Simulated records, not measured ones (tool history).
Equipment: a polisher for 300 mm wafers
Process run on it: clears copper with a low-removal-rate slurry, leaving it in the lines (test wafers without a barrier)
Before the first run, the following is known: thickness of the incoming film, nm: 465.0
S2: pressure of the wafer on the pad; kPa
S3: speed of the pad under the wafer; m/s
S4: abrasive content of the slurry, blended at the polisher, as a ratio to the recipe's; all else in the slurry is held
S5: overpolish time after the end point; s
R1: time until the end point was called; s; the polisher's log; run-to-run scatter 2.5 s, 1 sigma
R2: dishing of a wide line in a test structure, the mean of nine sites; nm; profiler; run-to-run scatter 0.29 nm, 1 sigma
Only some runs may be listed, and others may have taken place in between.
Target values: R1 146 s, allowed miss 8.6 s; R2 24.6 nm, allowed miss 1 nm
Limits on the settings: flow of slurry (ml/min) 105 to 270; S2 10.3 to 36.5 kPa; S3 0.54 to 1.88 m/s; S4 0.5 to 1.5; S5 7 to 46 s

Run 1, day 0: flow of slurry (ml/min) 175, S2 23.4 kPa, S3 1.2 m/s, S4 1, S5 24 s. Result: R1 141.01 s, R2 32.74 nm.
Run 2, day 0.362: flow of slurry (ml/min) 175, S2 23.4 kPa, S3 1.2 m/s, S4 1, S5 21 s. Result: R1 134.33 s, R2 32.237 nm.
Run 3, day 0.533: flow of slurry (ml/min) 175, S2 18.6 kPa, S3 1.2 m/s, S4 1, S5 21 s. Result: R1 165.5 s, R2 28.098 nm.
Run 4, day 0.625: flow of slurry (ml/min) 175, S2 15.9 kPa, S3 1.2 m/s, S4 1, S5 21 s. Result: R1 193.3 s, R2 25.227 nm.
Run 5, day 0.808: flow of slurry (ml/min) 175, S2 15.9 kPa, S3 1.2 m/s, S4 1, S5 14 s. Result: R1 198.21 s, R2 20.402 nm.
Run 6, day 0.904: flow of slurry (ml/min) 175, S2 15.9 kPa, S3 1.2 m/s, S4 1, S5 22 s. Result: R1 194.01 s, R2 26.474 nm.
Run 7, day 1.167: flow of slurry (ml/min) 175, S2 15.9 kPa, S3 1.2 m/s, S4 1, S5 22 s. Result: R1 197.72 s, R2 26.525 nm.
Run 8, day 1.375: flow of slurry (ml/min) 180, S2 22.8 kPa, S3 1.26 m/s, S4 1, S5 11 s. Result: R1 135.13 s, R2 22.372 nm.
Run 9, day 1.696: flow of slurry (ml/min) 180, S2 22.8 kPa, S3 1.26 m/s, S4 1, S5 11 s. Result: R1 130.3 s, R2 22.563 nm.
Run 10, day 1.808: flow of slurry (ml/min) 180, S2 22.8 kPa, S3 1.26 m/s, S4 1, S5 11 s. Result: R1 135.24 s, R2 22.562 nm.
Run 11, day 2.071: flow of slurry (ml/min) 180, S2 22.8 kPa, S3 1.26 m/s, S4 1, S5 12 s. Result: R1 132.16 s, R2 23.915 nm.

Which of these 4 next moves meets every target?
Run A, day 2.333: flow of slurry (ml/min) 220, S2 25.5 kPa, S3 1.24 m/s, S4 0.9, S5 12 s. Result: R1 ?, R2 ?.
Run B, day 2.333: flow of slurry (ml/min) 155, S2 24.8 kPa, S3 1.32 m/s, S4 1.1, S5 12 s. Result: R1 ?, R2 ?.
Run C, day 2.333: flow of slurry (ml/min) 220, S2 22.1 kPa, S3 1.16 m/s, S4 0.85, S5 14 s. Result: R1 ?, R2 ?.
Run D, day 2.333: flow of slurry (ml/min) 180, S2 24.1 kPa, S3 1.26 m/s, S4 1, S5 13 s. Result: R1 ?, R2 ?.

move      R1      R2
   A   117.3  25.185
   B  116.28  25.299
   C  144.33  24.318
   D  123.33  25.596
A: lands further from the targets than the last run did
B: lands further from the targets than the last run did
C: every result lands within tolerance
D: lands further from the targets than the last run did
Move C is the one to make.
